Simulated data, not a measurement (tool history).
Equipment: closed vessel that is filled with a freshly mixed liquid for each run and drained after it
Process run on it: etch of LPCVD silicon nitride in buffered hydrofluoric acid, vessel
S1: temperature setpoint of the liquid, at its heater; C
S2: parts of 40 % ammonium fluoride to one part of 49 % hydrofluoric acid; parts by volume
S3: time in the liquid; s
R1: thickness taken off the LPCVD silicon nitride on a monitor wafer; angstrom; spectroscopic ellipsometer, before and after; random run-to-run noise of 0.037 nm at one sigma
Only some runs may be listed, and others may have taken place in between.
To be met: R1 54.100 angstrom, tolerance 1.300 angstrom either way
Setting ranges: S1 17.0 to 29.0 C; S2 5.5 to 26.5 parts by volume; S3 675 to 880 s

run  hour    S1    S2   S3      R1
  1   0.0  21.0  16.0  880  65.053
  2   7.9  23.5  16.0  880  74.078
  3  15.4  22.0  16.0  880  68.839
  4  18.1  22.0  16.0  880  67.578
  5  20.8  24.0  16.0  880  77.052
  6  25.7  24.0  16.0  880  75.684
  7  32.6  22.5  16.0  880  70.190
  8  40.5  21.5  16.0  880  66.852

Pick the move, out of 4, that brings all results within their allowed miss; only one does.
  A  48.4  26.5  20.0  730   ?
  B  48.4  22.5  17.5  795   ?
  C  48.4  21.5  16.5  835   ?
  D  48.4  17.0  14.5  840   ?

move      R1
   A  57.688
   B  57.617
   C  60.674
   D  53.789
A: nearer the targets than the last run, but a result is still out of spec
B: nearer the targets than the last run, but a result is still out of spec
C: nearer the targets than the last run, but a result is still out of spec
D: each result inside its tolerance
D meets every target.
